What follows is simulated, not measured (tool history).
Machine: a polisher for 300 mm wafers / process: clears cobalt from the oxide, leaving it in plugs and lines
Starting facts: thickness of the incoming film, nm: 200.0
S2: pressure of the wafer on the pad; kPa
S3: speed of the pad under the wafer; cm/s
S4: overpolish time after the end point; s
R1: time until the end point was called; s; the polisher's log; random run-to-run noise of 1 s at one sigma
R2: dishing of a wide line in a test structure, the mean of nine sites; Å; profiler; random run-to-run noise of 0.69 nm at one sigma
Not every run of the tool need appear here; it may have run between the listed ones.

run 1 hour=0.0 | flow_of_slurry_(ml/min)=305 S2=13.8 S3=78 S4=28 | R1=58.905 R2=467.50
run 2 hour=4.6 | flow_of_slurry_(ml/min)=305 S2=13.8 S3=62 S4=28 | R1=75.081 R2=448.31
run 3 hour=5.4 | flow_of_slurry_(ml/min)=305 S2=13.8 S3=70 S4=28 | R1=65.839 R2=440.73
run 4 hour=9.0 | flow_of_slurry_(ml/min)=305 S2=13.1 S3=70 S4=29 | R1=70.607 R2=445.36
run 5 hour=10.1 | flow_of_slurry_(ml/min)=330 S2=13.1 S3=70 S4=29 | R1=70.410 R2=464.57
run 6 hour=13.5 | flow_of_slurry_(ml/min)=330 S2=15.9 S3=70 S4=29 | R1=58.029 R2=475.73
run 7 hour=19.8 | flow_of_slurry_(ml/min)=330 S2=14.5 S3=70 S4=29 | R1=63.265 R2=463.26
run 8 hour=22.6 | flow_of_slurry_(ml/min)=330 S2=13.8 S3=70 S4=29 | R1=66.311 R2=448.06
run 9 hour=24.0 | flow_of_slurry_(ml/min)=330 S2=13.1 S3=70 S4=30 | R1=68.974 R2=454.98
run 10 hour=31.9 | flow_of_slurry_(ml/min)=330 S2=12.4 S3=70 S4=30 | R1=73.473 R2=456.89
run 11 hour=38.9 | flow_of_slurry_(ml/min)=330 S2=11.7 S3=70 S4=30 | R1=77.255 R2=440.04

What will run 12 give?
run 12 hour=44.8 | flow_of_slurry_(ml/min)=330 S2=11.7 S3=70 S4=30 | R1=? R2=?

Run 12 yielded R1 76.504 s, R2 437.01 Å.
